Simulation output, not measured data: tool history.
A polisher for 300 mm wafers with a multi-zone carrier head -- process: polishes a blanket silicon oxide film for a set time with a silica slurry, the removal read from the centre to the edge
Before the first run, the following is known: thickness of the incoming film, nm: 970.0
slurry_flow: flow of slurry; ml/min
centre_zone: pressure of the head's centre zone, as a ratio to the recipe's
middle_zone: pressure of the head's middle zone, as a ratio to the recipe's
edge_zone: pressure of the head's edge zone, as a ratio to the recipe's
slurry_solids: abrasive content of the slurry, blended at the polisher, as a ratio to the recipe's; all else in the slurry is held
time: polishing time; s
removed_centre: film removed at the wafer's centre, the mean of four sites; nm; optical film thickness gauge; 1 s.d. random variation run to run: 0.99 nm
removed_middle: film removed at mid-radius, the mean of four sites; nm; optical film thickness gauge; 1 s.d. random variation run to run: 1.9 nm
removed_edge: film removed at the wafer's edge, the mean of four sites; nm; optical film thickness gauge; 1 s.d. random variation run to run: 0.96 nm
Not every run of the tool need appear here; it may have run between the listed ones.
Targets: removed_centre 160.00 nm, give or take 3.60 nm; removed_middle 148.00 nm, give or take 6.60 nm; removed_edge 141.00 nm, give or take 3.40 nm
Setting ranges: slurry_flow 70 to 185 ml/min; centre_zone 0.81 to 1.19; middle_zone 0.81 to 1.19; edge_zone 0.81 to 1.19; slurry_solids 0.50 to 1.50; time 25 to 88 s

Run 1, hour 0.0: slurry_flow 120 ml/min, centre_zone 1.00, middle_zone 1.00, edge_zone 1.00, slurry_solids 1.00, time 56 s. Result: removed_centre 156.29 nm, removed_middle 158.15 nm, removed_edge 159.70 nm.
Run 2, hour 5.4: slurry_flow 120 ml/min, centre_zone 1.00, middle_zone 0.92, edge_zone 1.00, slurry_solids 1.00, time 56 s. Result: removed_centre 158.14 nm, removed_middle 152.42 nm, removed_edge 158.83 nm.
Run 3, hour 10.9: slurry_flow 120 ml/min, centre_zone 1.04, middle_zone 0.92, edge_zone 1.00, slurry_solids 1.00, time 56 s. Result: removed_centre 162.52 nm, removed_middle 144.02 nm, removed_edge 158.29 nm.
Run 4, hour 16.6: slurry_flow 120 ml/min, centre_zone 1.04, middle_zone 0.94, edge_zone 0.95, slurry_solids 1.00, time 56 s. Result: removed_centre 162.74 nm, removed_middle 150.70 nm, removed_edge 156.96 nm.
Run 5, hour 22.0: slurry_flow 145 ml/min, centre_zone 1.04, middle_zone 0.94, edge_zone 0.95, slurry_solids 1.00, time 56 s. Result: removed_centre 172.51 nm, removed_middle 153.74 nm, removed_edge 159.65 nm.
Run 6, hour 23.8: slurry_flow 145 ml/min, centre_zone 1.04, middle_zone 0.89, edge_zone 0.95, slurry_solids 1.00, time 56 s. Result: removed_centre 171.26 nm, removed_middle 150.95 nm, removed_edge 158.92 nm.
Run 7, hour 24.7: slurry_flow 145 ml/min, centre_zone 1.04, middle_zone 0.91, edge_zone 0.92, slurry_solids 0.95, time 56 s. Result: removed_centre 166.82 nm, removed_middle 152.56 nm, removed_edge 156.43 nm.
Run 8, hour 28.1: slurry_flow 130 ml/min, centre_zone 1.12, middle_zone 0.96, edge_zone 0.82, slurry_solids 0.80, time 55 s. Result: removed_centre 155.18 nm, removed_middle 135.57 nm, removed_edge 129.47 nm.
Run 9, hour 30.0: slurry_flow 135 ml/min, centre_zone 1.11, middle_zone 0.97, edge_zone 0.84, slurry_solids 0.80, time 55 s. Result: removed_centre 154.88 nm, removed_middle 138.70 nm, removed_edge 133.74 nm.
Run 10, hour 39.0: slurry_flow 140 ml/min, centre_zone 1.11, middle_zone 0.98, edge_zone 0.85, slurry_solids 0.80, time 55 s. Result: removed_centre 155.20 nm, removed_middle 141.54 nm, removed_edge 132.55 nm.
Run 11, hour 46.7: slurry_flow 145 ml/min, centre_zone 1.10, middle_zone 0.98, edge_zone 0.86, slurry_solids 0.80, time 55 s. Result: removed_centre 157.31 nm, removed_middle 138.23 nm, removed_edge 134.12 nm.
Run 12, hour 47.6: slurry_flow 145 ml/min, centre_zone 1.09, middle_zone 0.99, edge_zone 0.86, slurry_solids 0.80, time 55 s. Result: removed_centre 154.16 nm, removed_middle 138.86 nm, removed_edge 134.66 nm.
Run 13, hour 52.7: slurry_flow 150 ml/min, centre_zone 1.09, middle_zone 1.00, edge_zone 0.86, slurry_solids 0.80, time 55 s. Result: removed_centre 156.44 nm, removed_middle 142.08 nm, removed_edge 135.84 nm.
Run 14, hour 61.2: slurry_flow 155 ml/min, centre_zone 1.09, middle_zone 1.01, edge_zone 0.87, slurry_solids 0.80, time 55 s. Result: removed_centre 157.71 nm, removed_middle 142.35 nm, removed_edge 136.01 nm.
Run 15, hour 63.0: slurry_flow 155 ml/min, centre_zone 1.08, middle_zone 1.02, edge_zone 0.88, slurry_solids 0.80, time 55 s. Result: removed_centre 153.90 nm, removed_middle 144.87 nm, removed_edge 136.63 nm.
Run 16, hour 68.3: slurry_flow 160 ml/min, centre_zone 1.08, middle_zone 1.02, edge_zone 0.89, slurry_solids 0.80, time 55 s. Result: removed_centre 156.47 nm, removed_middle 145.12 nm, removed_edge 137.51 nm.

Next run, 5 choices. One meets every target within its allowed miss, the rest don't. Which?
Run A, hour 73.6: slurry_flow 155 ml/min, centre_zone 1.13, middle_zone 0.98, edge_zone 0.95, slurry_solids 0.80, time 53 s. Result: removed_centre ?, removed_middle ?, removed_edge ?.
Run B, hour 73.6: slurry_flow 140 ml/min, centre_zone 1.11, middle_zone 0.99, edge_zone 0.82, slurry_solids 0.80, time 56 s. Result: removed_centre ?, removed_middle ?, removed_edge ?.
Run C, hour 73.6: slurry_flow 185 ml/min, centre_zone 1.08, middle_zone 1.09, edge_zone 0.82, slurry_solids 0.95, time 47 s. Result: removed_centre ?, removed_middle ?, removed_edge ?.
Run D, hour 73.6: slurry_flow 165 ml/min, centre_zone 1.07, middle_zone 1.13, edge_zone 0.86, slurry_solids 0.85, time 52 s. Result: removed_centre ?, removed_middle ?, removed_edge ?.
Run E, hour 73.6: slurry_flow 155 ml/min, centre_zone 1.09, middle_zone 1.02, edge_zone 0.95, slurry_solids 0.65, time 64 s. Result: removed_centre ?, removed_middle ?, removed_edge ?.

move  removed_centre  removed_middle  removed_edge
   A          156.39          136.32        134.39
   B          159.16          142.81        133.79
   C          151.04          150.22        127.87
   D          152.52          158.23        133.10
   E          158.62          148.28        141.22
A: its largest miss is bigger than the last run's
B: its largest miss is bigger than the last run's
C: its largest miss is bigger than the last run's
D: its largest miss is bigger than the last run's
E: all results in spec
E meets every target.
